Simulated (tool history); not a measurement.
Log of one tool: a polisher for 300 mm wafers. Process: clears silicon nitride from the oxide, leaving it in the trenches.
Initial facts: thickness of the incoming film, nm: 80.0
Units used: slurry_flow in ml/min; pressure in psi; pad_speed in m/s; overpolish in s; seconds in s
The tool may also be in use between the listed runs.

{"run": 1, "hour": 0.0, "slurry_flow": 210, "pressure": 3.5, "pad_speed": 1.24, "overpolish": 4, "seconds": 73.512}
{"run": 2, "hour": 4.4, "slurry_flow": 210, "pressure": 3.4, "pad_speed": 1.24, "overpolish": 4, "seconds": 77.655}
{"run": 3, "hour": 5.0, "slurry_flow": 235, "pressure": 3.4, "pad_speed": 1.24, "overpolish": 4, "seconds": 75.304}
{"run": 4, "hour": 8.0, "slurry_flow": 230, "pressure": 3.3, "pad_speed": 1.24, "overpolish": 4, "seconds": 78.682}
{"run": 5, "hour": 13.0, "slurry_flow": 230, "pressure": 3.2, "pad_speed": 1.24, "overpolish": 4, "seconds": 80.313}
{"run": 6, "hour": 16.4, "slurry_flow": 230, "pressure": 3.2, "pad_speed": 1.24, "overpolish": 4, "seconds": 80.265}
{"run": 7, "hour": 25.3, "slurry_flow": 230, "pressure": 3.1, "pad_speed": 1.24, "overpolish": 4, "seconds": 82.183}

Run 8 comes next. What will it give?
{"run": 8, "hour": 31.7, "slurry_flow": 230, "pressure": 3, "pad_speed": 1.24, "overpolish": 4, "seconds": "?"}

{"run 8": {"seconds": 85.018}}
